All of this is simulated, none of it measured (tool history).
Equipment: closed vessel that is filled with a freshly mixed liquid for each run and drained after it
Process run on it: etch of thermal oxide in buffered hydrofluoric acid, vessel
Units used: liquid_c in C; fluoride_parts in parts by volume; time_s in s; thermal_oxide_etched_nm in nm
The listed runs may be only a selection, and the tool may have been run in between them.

Run 1, hour 0: liquid_c 21 C, fluoride_parts 13.5 parts by volume, time_s 105 s. Result: thermal_oxide_etched_nm 90.848 nm.
Run 2, hour 6.8: liquid_c 21 C, fluoride_parts 16.5 parts by volume, time_s 105 s. Result: thermal_oxide_etched_nm 75.217 nm.
Run 3, hour 15.3: liquid_c 22.5 C, fluoride_parts 16 parts by volume, time_s 105 s. Result: thermal_oxide_etched_nm 83.985 nm.
Run 4, hour 19: liquid_c 22.5 C, fluoride_parts 13.5 parts by volume, time_s 105 s. Result: thermal_oxide_etched_nm 100.14 nm.
Run 5, hour 21.1: liquid_c 24 C, fluoride_parts 13.5 parts by volume, time_s 105 s. Result: thermal_oxide_etched_nm 107.9 nm.
At hour 21.9: thermometer replaced.
Run 6, hour 21.9: liquid_c 24 C, fluoride_parts 13.5 parts by volume, time_s 115 s. Result: thermal_oxide_etched_nm 103.44 nm.

Run 7 comes next. What will it give?
Run 7, hour 29.8: liquid_c 25 C, fluoride_parts 13 parts by volume, time_s 115 s. Result: thermal_oxide_etched_nm ?.

thermal_oxide_etched_nm: 113.11 nm
